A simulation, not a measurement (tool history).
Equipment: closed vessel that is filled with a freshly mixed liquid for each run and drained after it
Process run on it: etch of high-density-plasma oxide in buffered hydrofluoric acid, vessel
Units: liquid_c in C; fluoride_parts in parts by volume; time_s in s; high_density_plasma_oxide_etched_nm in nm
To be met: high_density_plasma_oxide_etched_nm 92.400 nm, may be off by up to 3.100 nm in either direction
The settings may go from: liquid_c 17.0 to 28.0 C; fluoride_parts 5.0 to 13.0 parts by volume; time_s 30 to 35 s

run,day,liquid_c,fluoride_parts,time_s,high_density_plasma_oxide_etched_nm
1,0.000,20.0,8.0,35,52.979
2,0.238,22.0,7.5,35,64.858
3,0.492,22.0,9.0,35,51.344
4,0.612,22.0,9.0,35,52.187
5,0.704,22.0,11.0,35,43.713
6,0.867,19.0,11.0,35,37.678
7,1.062,23.0,8.5,35,59.415
# day 1.442: hydrofluoric acid flow meter replaced
8,1.442,24.5,8.0,35,63.477
9,1.733,25.5,7.5,35,71.388
10,2.117,26.0,7.0,35,78.742

Which single option among these 5 for the next run brings every result within its allowed miss of target? Just one does.
A,2.500,25.0,5.0,35,?
B,2.500,26.0,5.5,35,?
C,2.500,27.5,6.5,35,?
D,2.500,28.0,7.0,30,?
E,2.500,25.5,6.5,30,?

move,high_density_plasma_oxide_etched_nm
A,99.867
B,97.243
C,91.334
D,75.391
E,70.337
A: carries the result that was furthest off beyond its target, to the other side
B: carries the result that was furthest off beyond its target, to the other side
C: all results land within tolerance of their targets
D: moves away from the targets compared with the last run
E: moves away from the targets compared with the last run
C meets every target.

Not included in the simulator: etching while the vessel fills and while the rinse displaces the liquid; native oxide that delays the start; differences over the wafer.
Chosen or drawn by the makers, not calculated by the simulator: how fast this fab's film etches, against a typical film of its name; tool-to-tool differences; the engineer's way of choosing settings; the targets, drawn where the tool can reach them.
